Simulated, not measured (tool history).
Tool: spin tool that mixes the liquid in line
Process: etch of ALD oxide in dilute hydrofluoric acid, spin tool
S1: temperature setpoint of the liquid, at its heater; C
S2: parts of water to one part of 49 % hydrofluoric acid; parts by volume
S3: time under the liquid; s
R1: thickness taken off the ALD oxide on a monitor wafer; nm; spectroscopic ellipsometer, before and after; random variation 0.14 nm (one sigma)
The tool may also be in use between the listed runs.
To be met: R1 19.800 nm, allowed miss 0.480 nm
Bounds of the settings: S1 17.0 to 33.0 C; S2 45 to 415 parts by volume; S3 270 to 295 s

run	hour	S1	S2	S3	R1
1	0.0	25.0	230	270	21.918
2	1.5	25.0	155	270	35.606
3	7.8	23.0	170	270	29.333
4	10.3	23.0	105	270	51.252
5	18.2	21.5	135	270	36.466
6	22.8	20.0	135	270	33.921
7	30.2	17.0	225	270	16.699
8	38.0	18.0	225	270	17.450

Which of these 5 next moves meets every target?
A	45.8	17.0	245	280	?
B	45.8	17.5	215	295	?
C	45.8	17.0	210	280	?
D	45.8	18.0	260	270	?
E	45.8	17.0	230	270	?

move	R1
A	15.376
B	19.337
C	18.507
D	14.331
E	16.004
A: further off than the last run
B: meets every target
C: nearer than the last run, and not there yet
D: further off than the last run
E: further off than the last run
The right move is B.
